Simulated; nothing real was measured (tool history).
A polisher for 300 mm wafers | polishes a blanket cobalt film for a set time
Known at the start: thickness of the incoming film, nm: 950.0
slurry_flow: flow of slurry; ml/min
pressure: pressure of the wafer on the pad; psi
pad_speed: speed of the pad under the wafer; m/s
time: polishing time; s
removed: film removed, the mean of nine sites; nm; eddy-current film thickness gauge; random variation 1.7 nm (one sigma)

| run | hour | slurry_flow | pressure | pad_speed | time | removed |
|---|---|---|---|---|---|---|
| 1 | 0.0 | 275 | 2.1 | 0.86 | 21 | 104.44 |
| 2 | 8.0 | 275 | 2.3 | 0.86 | 21 | 116.95 |
| 3 | 11.7 | 335 | 2.3 | 0.86 | 21 | 118.59 |
| 4 | 15.9 | 335 | 2.4 | 0.86 | 21 | 121.32 |
| 5 | 17.7 | 335 | 2.5 | 0.86 | 21 | 128.06 |
| 6 | 24.3 | 335 | 2.6 | 0.86 | 21 | 135.76 |
| 7 | 29.6 | 335 | 2.7 | 0.86 | 21 | 138.70 |

The next listed run, before its measurement:
| 8 | 34.9 | 335 | 2.8 | 0.86 | 21 | ? |

removed: 142.26 nm

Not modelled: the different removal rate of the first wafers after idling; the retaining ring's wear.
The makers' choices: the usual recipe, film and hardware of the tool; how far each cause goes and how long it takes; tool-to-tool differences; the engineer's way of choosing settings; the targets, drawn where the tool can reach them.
